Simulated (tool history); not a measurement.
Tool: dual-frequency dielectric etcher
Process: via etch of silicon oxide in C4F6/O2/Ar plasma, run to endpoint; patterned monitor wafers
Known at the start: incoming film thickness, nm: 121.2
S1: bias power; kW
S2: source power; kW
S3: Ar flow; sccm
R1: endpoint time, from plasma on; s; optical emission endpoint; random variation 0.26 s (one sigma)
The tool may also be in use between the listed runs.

{"run": 1, "hour": 0.0, "S1": 0.545, "S2": 0.23, "S3": 349, "R1": 32.605}
{"run": 2, "hour": 1.4, "S1": 0.5, "S2": 0.22, "S3": 354, "R1": 34.924}
{"run": 3, "hour": 5.0, "S1": 0.583, "S2": 0.22, "S3": 354, "R1": 31.967}
{"run": 4, "hour": 7.1, "S1": 0.53, "S2": 0.22, "S3": 355, "R1": 33.325}
{"run": 5, "hour": 8.8, "S1": 0.486, "S2": 0.21, "S3": 357, "R1": 36.366}
{"run": 6, "hour": 12.3, "S1": 0.486, "S2": 0.25, "S3": 357, "R1": 34.079}
{"run": 7, "hour": 14.4, "S1": 0.377, "S2": 0.2, "S3": 380, "R1": 44.197}

The next listed run, before its measurement:
{"run": 8, "hour": 17.8, "S1": 0.389, "S2": 0.2, "S3": 380, "R1": "?"}

Run 8 gave R1 43.177 s.
